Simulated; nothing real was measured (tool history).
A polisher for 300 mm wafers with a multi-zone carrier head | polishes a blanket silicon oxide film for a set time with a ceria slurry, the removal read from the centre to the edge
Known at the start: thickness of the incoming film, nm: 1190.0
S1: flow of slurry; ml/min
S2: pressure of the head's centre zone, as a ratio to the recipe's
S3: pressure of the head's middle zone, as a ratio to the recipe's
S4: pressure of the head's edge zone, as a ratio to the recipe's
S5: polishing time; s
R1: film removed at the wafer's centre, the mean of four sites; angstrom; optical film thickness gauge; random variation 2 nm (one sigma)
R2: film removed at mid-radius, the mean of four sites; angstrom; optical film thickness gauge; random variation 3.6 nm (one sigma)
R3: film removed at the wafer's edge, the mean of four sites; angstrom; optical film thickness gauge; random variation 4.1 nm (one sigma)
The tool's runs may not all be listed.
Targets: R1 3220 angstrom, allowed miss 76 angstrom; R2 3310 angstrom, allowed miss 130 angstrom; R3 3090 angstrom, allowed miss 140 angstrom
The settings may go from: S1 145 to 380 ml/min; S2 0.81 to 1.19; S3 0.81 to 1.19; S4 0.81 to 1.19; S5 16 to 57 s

{"run": 1, "hour": 0.0, "S1": 245, "S2": 1, "S3": 1, "S4": 1, "S5": 36, "R1": 2346.2, "R2": 2326, "R3": 2312}
{"run": 2, "hour": 8.3, "S1": 250, "S2": 1.02, "S3": 1.03, "S4": 1.02, "S5": 37, "R1": 2470.2, "R2": 2389.8, "R3": 2443.8}
{"run": 3, "hour": 17.2, "S1": 255, "S2": 1.02, "S3": 1.05, "S4": 1.01, "S5": 38, "R1": 2538.3, "R2": 2573, "R3": 2429.4}
{"run": 4, "hour": 20.2, "S1": 260, "S2": 1.03, "S3": 1.07, "S4": 1.03, "S5": 39, "R1": 2634.9, "R2": 2644.4, "R3": 2547.9}
{"run": 5, "hour": 20.8, "S1": 260, "S2": 0.98, "S3": 1.07, "S4": 1.03, "S5": 39, "R1": 2536.7, "R2": 2682, "R3": 2538.4}
{"run": 6, "hour": 27.8, "S1": 320, "S2": 0.98, "S3": 1.07, "S4": 1.03, "S5": 39, "R1": 2572.1, "R2": 2712.7, "R3": 2570.9}
{"run": 7, "hour": 28.8, "S1": 320, "S2": 0.99, "S3": 1.08, "S4": 1.04, "S5": 40, "R1": 2656.3, "R2": 2786.4, "R3": 2681.1}
{"run": 8, "hour": 36.0, "S1": 320, "S2": 1, "S3": 1.09, "S4": 1.04, "S5": 41, "R1": 2754, "R2": 2878.2, "R3": 2786.9}
{"run": 9, "hour": 43.0, "S1": 320, "S2": 1.01, "S3": 1.1, "S4": 1.04, "S5": 42, "R1": 2842.8, "R2": 2957.2, "R3": 2810.7}
{"run": 10, "hour": 45.9, "S1": 320, "S2": 1.02, "S3": 1.11, "S4": 1.04, "S5": 43, "R1": 2911.8, "R2": 3057.4, "R3": 2911.9}
{"run": 11, "hour": 47.6, "S1": 320, "S2": 1.03, "S3": 1.12, "S4": 1.04, "S5": 43, "R1": 2977.4, "R2": 3076.7, "R3": 2939.8}
{"run": 12, "hour": 48.1, "S1": 320, "S2": 1.04, "S3": 1.13, "S4": 1.04, "S5": 43, "R1": 3023.5, "R2": 3093, "R3": 2809.9}

Which of these 4 next moves meets every target?
{"run": "A", "hour": 48.6, "S1": 315, "S2": 1.04, "S3": 1.12, "S4": 1.03, "S5": 46, "R1": "?", "R2": "?", "R3": "?"}
{"run": "B", "hour": 48.6, "S1": 315, "S2": 1.1, "S3": 1.08, "S4": 1.08, "S5": 43, "R1": "?", "R2": "?", "R3": "?"}
{"run": "C", "hour": 48.6, "S1": 340, "S2": 0.95, "S3": 1.02, "S4": 1.07, "S5": 50, "R1": "?", "R2": "?", "R3": "?"}
{"run": "D", "hour": 48.6, "S1": 340, "S2": 1.11, "S3": 0.99, "S4": 1.1, "S5": 44, "R1": "?", "R2": "?", "R3": "?"}

move=A R1=3226.4 R2=3294.8 R3=3002.6
move=B R1=3190.5 R2=2997 R3=2874.8
move=C R1=3223.2 R2=3367.5 R3=3346.7
move=D R1=3317.4 R2=2897.6 R3=2987.3
A: meets every target
B: brings the result that was furthest off to its target, and leaves another outside
C: brings the result that was furthest off to its target, and leaves another outside
D: takes the result that was furthest off past its target
The right move is A.

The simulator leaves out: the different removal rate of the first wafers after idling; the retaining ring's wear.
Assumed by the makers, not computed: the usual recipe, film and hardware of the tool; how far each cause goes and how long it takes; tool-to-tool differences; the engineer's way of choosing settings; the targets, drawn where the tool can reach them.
